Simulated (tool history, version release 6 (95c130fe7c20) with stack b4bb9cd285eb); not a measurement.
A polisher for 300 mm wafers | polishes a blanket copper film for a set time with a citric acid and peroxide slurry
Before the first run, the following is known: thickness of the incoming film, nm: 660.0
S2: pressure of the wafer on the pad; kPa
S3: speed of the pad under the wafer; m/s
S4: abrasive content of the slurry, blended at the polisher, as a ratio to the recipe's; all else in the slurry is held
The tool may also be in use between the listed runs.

{"run": 1, "hour": 0.0, "flow of slurry (ml/min)": 135, "S2": 25.5, "S3": 0.92, "S4": 1, "polishing time (s)": 57, "film removed (angstrom)": 1191.1}
{"run": 2, "hour": 7.3, "flow of slurry (ml/min)": 115, "S2": 25.5, "S3": 0.92, "S4": 1, "polishing time (s)": 57, "film removed (angstrom)": 1135.9}
{"run": 3, "hour": 9.4, "flow of slurry (ml/min)": 115, "S2": 25.5, "S3": 0.92, "S4": 0.9, "polishing time (s)": 57, "film removed (angstrom)": 1092.3}
{"run": 4, "hour": 14.3, "flow of slurry (ml/min)": 115, "S2": 29, "S3": 0.92, "S4": 0.9, "polishing time (s)": 57, "film removed (angstrom)": 1214.5}
{"run": 5, "hour": 20.0, "flow of slurry (ml/min)": 145, "S2": 29, "S3": 0.92, "S4": 0.9, "polishing time (s)": 57, "film removed (angstrom)": 1318.6}
{"hour": 24.5, "done": "slurry blender recalibrated"}
{"run": 6, "hour": 24.5, "flow of slurry (ml/min)": 160, "S2": 29, "S3": 0.92, "S4": 0.9, "polishing time (s)": 57, "film removed (angstrom)": 1382.7}
{"run": 7, "hour": 30.9, "flow of slurry (ml/min)": 150, "S2": 27.6, "S3": 0.92, "S4": 0.9, "polishing time (s)": 57, "film removed (angstrom)": 1354}
{"run": 8, "hour": 39.0, "flow of slurry (ml/min)": 135, "S2": 26.9, "S3": 0.92, "S4": 0.9, "polishing time (s)": 57, "film removed (angstrom)": 1271.7}

Estimate the outcome of run 9 from the log above:
{"run": 9, "hour": 45.3, "flow of slurry (ml/min)": 125, "S2": 25.5, "S3": 0.92, "S4": 0.9, "polishing time (s)": 57, "film removed (angstrom)": "?"}

{"run 9": {"film removed (angstrom)": 1188.1}}
